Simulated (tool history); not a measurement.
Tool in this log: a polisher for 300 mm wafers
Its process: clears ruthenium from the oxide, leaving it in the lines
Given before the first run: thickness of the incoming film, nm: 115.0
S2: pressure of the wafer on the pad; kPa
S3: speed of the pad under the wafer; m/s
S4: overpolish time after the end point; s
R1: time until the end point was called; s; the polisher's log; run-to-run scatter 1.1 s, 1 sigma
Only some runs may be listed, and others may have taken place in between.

{"run": 1, "hour": 0.0, "flow of slurry (ml/min)": 205, "S2": 15.9, "S3": 0.78, "S4": 36, "R1": 106.66}
{"run": 2, "hour": 8.2, "flow of slurry (ml/min)": 205, "S2": 16.5, "S3": 0.78, "S4": 36, "R1": 104.41}
{"run": 3, "hour": 11.1, "flow of slurry (ml/min)": 205, "S2": 17.2, "S3": 0.78, "S4": 36, "R1": 99.903}
{"run": 4, "hour": 16.2, "flow of slurry (ml/min)": 205, "S2": 17.9, "S3": 0.78, "S4": 36, "R1": 96.24}
{"run": 5, "hour": 19.8, "flow of slurry (ml/min)": 205, "S2": 18.6, "S3": 0.78, "S4": 36, "R1": 91.46}
{"run": 6, "hour": 21.6, "flow of slurry (ml/min)": 205, "S2": 18.6, "S3": 0.78, "S4": 38, "R1": 90.833}
{"run": 7, "hour": 24.5, "flow of slurry (ml/min)": 205, "S2": 19.3, "S3": 0.78, "S4": 38, "R1": 89.137}
{"run": 8, "hour": 26.3, "flow of slurry (ml/min)": 205, "S2": 20.0, "S3": 0.78, "S4": 38, "R1": 86.354}
{"run": 9, "hour": 29.5, "flow of slurry (ml/min)": 205, "S2": 20.7, "S3": 0.78, "S4": 38, "R1": 82.528}

Run 10 has not been measured yet. What should we expect?
{"run": 10, "hour": 36.9, "flow of slurry (ml/min)": 205, "S2": 22.1, "S3": 0.78, "S4": 38, "R1": "?"}

{"run 10": {"R1": 78.273}}

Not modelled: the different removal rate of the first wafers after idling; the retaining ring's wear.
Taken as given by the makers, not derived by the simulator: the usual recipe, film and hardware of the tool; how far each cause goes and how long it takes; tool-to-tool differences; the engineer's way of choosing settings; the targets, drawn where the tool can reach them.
